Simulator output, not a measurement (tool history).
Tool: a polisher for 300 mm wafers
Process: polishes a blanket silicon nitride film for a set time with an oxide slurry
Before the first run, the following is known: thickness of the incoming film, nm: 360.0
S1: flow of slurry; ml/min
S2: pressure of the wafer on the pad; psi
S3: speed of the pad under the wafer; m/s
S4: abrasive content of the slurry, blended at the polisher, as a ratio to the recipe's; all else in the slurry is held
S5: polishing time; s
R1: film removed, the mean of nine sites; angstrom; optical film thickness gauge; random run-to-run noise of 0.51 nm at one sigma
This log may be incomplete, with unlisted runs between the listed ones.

Run 1, day 0: S1 245 ml/min, S2 2.9 psi, S3 1.1 m/s, S4 1, S5 43 s. Result: R1 244.88 angstrom.
Run 2, day 0.333: S1 245 ml/min, S2 3 psi, S3 1.1 m/s, S4 1, S5 43 s. Result: R1 252.21 angstrom.
Run 3, day 0.654: S1 245 ml/min, S2 3.1 psi, S3 1.1 m/s, S4 1, S5 43 s. Result: R1 262.26 angstrom.
Run 4, day 0.938: S1 245 ml/min, S2 3.1 psi, S3 1 m/s, S4 1, S5 43 s. Result: R1 245.49 angstrom.
Run 5, day 1.025: S1 245 ml/min, S2 3.2 psi, S3 1 m/s, S4 1, S5 43 s. Result: R1 246.93 angstrom.
Run 6, day 1.25: S1 245 ml/min, S2 3.2 psi, S3 1 m/s, S4 1, S5 45 s. Result: R1 267.04 angstrom.
Run 7, day 1.471: S1 245 ml/min, S2 3.3 psi, S3 1 m/s, S4 1, S5 45 s. Result: R1 272.81 angstrom.
Run 8, day 1.783: S1 245 ml/min, S2 3.4 psi, S3 1 m/s, S4 1, S5 45 s. Result: R1 282.49 angstrom.
Run 9, day 2.112: S1 245 ml/min, S2 3.5 psi, S3 1 m/s, S4 1, S5 45 s. Result: R1 292.72 angstrom.

Run 10, settings as shown, results not yet in. Your forecast:
Run 10, day 2.212: S1 245 ml/min, S2 3.6 psi, S3 1 m/s, S4 1, S5 45 s. Result: R1 ?.

Run 10 produced R1 292.64 angstrom.
